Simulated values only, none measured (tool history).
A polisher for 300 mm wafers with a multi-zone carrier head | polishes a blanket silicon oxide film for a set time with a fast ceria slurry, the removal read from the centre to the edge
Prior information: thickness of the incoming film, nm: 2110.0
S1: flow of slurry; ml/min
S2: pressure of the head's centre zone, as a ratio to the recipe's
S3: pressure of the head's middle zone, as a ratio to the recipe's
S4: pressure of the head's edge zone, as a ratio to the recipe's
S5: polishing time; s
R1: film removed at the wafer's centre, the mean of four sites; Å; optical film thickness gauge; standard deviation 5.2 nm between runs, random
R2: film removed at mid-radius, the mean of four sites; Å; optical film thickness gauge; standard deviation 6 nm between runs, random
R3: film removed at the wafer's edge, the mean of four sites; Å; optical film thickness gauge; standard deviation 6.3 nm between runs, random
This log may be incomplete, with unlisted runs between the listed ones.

run 1 hour=0.0 | S1=195 S2=1.00 S3=1.00 S4=1.00 S5=55 | R1=5374.2 R2=5673.5 R3=5217.2
run 2 hour=2.3 | S1=190 S2=0.99 S3=0.98 S4=0.99 S5=54 | R1=5367.1 R2=5416.9 R3=5089.4
run 3 hour=4.8 | S1=190 S2=0.99 S3=0.98 S4=0.99 S5=44 | R1=4290.4 R2=4336.9 R3=4101.8
run 4 hour=10.9 | S1=195 S2=0.99 S3=0.98 S4=1.00 S5=44 | R1=4403.2 R2=4358.3 R3=4221.9
-- hour=19.4 edge zone pressure recalibrated
run 5 hour=19.4 | S1=195 S2=0.99 S3=0.90 S4=1.00 S5=44 | R1=4317.4 R2=4029.3 R3=4219.7
run 6 hour=20.5 | S1=195 S2=0.99 S3=0.90 S4=1.00 S5=57 | R1=5652.4 R2=5255.7 R3=5479.8

Forecast run 7:
run 7 hour=28.5 | S1=190 S2=0.97 S3=0.90 S4=0.98 S5=56 | R1=? R2=? R3=?

R1: 5345.8 Å
R2: 5233.8 Å
R3: 5349.0 Å
